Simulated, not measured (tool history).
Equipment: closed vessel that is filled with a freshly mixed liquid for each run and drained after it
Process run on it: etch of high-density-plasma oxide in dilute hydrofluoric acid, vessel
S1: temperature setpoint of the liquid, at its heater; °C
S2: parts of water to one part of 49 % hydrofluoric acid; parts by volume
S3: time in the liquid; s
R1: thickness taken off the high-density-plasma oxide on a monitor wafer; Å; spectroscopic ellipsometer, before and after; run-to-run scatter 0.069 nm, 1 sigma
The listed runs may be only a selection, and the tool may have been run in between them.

| run | day | S1 | S2 | S3 | R1 |
|---|---|---|---|---|---|
| 1 | 0.000 | 21.0 | 180 | 490 | 113.420 |
| 2 | 0.121 | 23.5 | 180 | 490 | 123.890 |
| 3 | 0.242 | 23.5 | 180 | 490 | 120.460 |
| 4 | 0.338 | 25.5 | 180 | 490 | 131.780 |
| 5 | 0.721 | 24.5 | 185 | 490 | 124.360 |
| 6 | 1.033 | 24.5 | 185 | 280 | 70.101 |

Expected results for the next run?
| 7 | 1.438 | 24.5 | 175 | 280 | ? |

Run 7 produced R1 75.745 Å.
